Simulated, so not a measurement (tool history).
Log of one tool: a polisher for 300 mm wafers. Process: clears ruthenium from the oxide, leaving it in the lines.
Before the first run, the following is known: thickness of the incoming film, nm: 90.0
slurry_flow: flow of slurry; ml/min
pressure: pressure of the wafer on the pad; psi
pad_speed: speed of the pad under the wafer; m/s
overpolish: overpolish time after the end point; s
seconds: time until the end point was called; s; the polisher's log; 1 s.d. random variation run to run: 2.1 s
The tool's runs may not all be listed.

run 1 hour=0.0 | slurry_flow=305 pressure=2.0 pad_speed=0.96 overpolish=5 | seconds=102.660
run 2 hour=1.0 | slurry_flow=305 pressure=2.3 pad_speed=0.96 overpolish=5 | seconds=91.218
run 3 hour=2.2 | slurry_flow=305 pressure=2.3 pad_speed=0.96 overpolish=5 | seconds=89.164
run 4 hour=2.9 | slurry_flow=305 pressure=2.2 pad_speed=0.96 overpolish=5 | seconds=92.108
run 5 hour=7.7 | slurry_flow=305 pressure=2.1 pad_speed=0.96 overpolish=5 | seconds=95.435
run 6 hour=13.6 | slurry_flow=305 pressure=2.1 pad_speed=0.96 overpolish=5 | seconds=97.848
run 7 hour=17.0 | slurry_flow=305 pressure=2.0 pad_speed=0.96 overpolish=5 | seconds=100.050
run 8 hour=22.8 | slurry_flow=305 pressure=1.9 pad_speed=0.96 overpolish=5 | seconds=104.570

The next listed run, before its measurement:
run 9 hour=25.5 | slurry_flow=305 pressure=1.8 pad_speed=0.96 overpolish=5 | seconds=?

{"run 9": {"seconds": 112.34}}
